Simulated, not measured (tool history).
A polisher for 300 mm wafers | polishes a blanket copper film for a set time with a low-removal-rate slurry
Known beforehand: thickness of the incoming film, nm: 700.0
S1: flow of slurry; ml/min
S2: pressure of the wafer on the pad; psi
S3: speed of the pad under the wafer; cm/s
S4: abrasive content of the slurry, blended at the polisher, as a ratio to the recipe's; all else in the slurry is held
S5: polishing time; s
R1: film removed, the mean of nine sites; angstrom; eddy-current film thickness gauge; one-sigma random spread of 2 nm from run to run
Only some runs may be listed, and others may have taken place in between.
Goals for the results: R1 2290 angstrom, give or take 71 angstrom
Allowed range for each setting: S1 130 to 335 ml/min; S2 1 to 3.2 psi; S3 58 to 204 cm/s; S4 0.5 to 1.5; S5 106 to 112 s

{"run": 1, "hour": 0.0, "S1": 215, "S2": 2.1, "S3": 130, "S4": 1, "S5": 106, "R1": 3108.3}
{"run": 2, "hour": 8.7, "S1": 215, "S2": 2.1, "S3": 146, "S4": 1, "S5": 106, "R1": 3515.2}
{"run": 3, "hour": 12.7, "S1": 215, "S2": 2, "S3": 146, "S4": 1, "S5": 106, "R1": 3372.6}
{"run": 4, "hour": 17.6, "S1": 215, "S2": 1.9, "S3": 146, "S4": 1, "S5": 106, "R1": 3190.1}
{"run": 5, "hour": 21.9, "S1": 215, "S2": 2.1, "S3": 146, "S4": 1, "S5": 106, "R1": 3527.2}
{"run": 6, "hour": 22.9, "S1": 215, "S2": 2.1, "S3": 146, "S4": 1.15, "S5": 106, "R1": 3596.1}
{"hour": 26.3, "done": "head pressure recalibrated"}
{"run": 7, "hour": 26.3, "S1": 205, "S2": 1.5, "S3": 144, "S4": 1.15, "S5": 106, "R1": 2682.4}
{"run": 8, "hour": 30.6, "S1": 195, "S2": 1.1, "S3": 144, "S4": 1.15, "S5": 106, "R1": 2001}
{"run": 9, "hour": 39.2, "S1": 205, "S2": 1.1, "S3": 144, "S4": 1.15, "S5": 106, "R1": 2015.6}
{"run": 10, "hour": 44.9, "S1": 225, "S2": 1.4, "S3": 144, "S4": 1.15, "S5": 106, "R1": 2574.6}
{"run": 11, "hour": 51.1, "S1": 220, "S2": 1.4, "S3": 144, "S4": 1.15, "S5": 106, "R1": 2555}
{"run": 12, "hour": 60.0, "S1": 200, "S2": 1.2, "S3": 144, "S4": 1.15, "S5": 106, "R1": 2197.9}
{"run": 13, "hour": 69.0, "S1": 225, "S2": 1.2, "S3": 144, "S4": 1.15, "S5": 106, "R1": 2202.5}
{"run": 14, "hour": 77.3, "S1": 225, "S2": 1.2, "S3": 144, "S4": 1.15, "S5": 106, "R1": 2206.8}

Of the 4 settings listed for the next run, only one would bring every result within its allowed miss of target. Which one?
{"run": "A", "hour": 85.6, "S1": 195, "S2": 1.1, "S3": 140, "S4": 1.25, "S5": 112, "R1": "?"}
{"run": "B", "hour": 85.6, "S1": 205, "S2": 1.2, "S3": 134, "S4": 1.25, "S5": 110, "R1": "?"}
{"run": "C", "hour": 85.6, "S1": 225, "S2": 1.2, "S3": 144, "S4": 1.2, "S5": 108, "R1": "?"}
{"run": "D", "hour": 85.6, "S1": 285, "S2": 1.2, "S3": 134, "S4": 1.2, "S5": 106, "R1": "?"}

move=A R1=2076.4
move=B R1=2135.3
move=C R1=2255.4
move=D R1=2114.4
A: its largest miss is bigger than the last run's
B: its largest miss is bigger than the last run's
C: every result within its allowed miss
D: its largest miss is bigger than the last run's
C is the move that brings every result within its allowed miss.
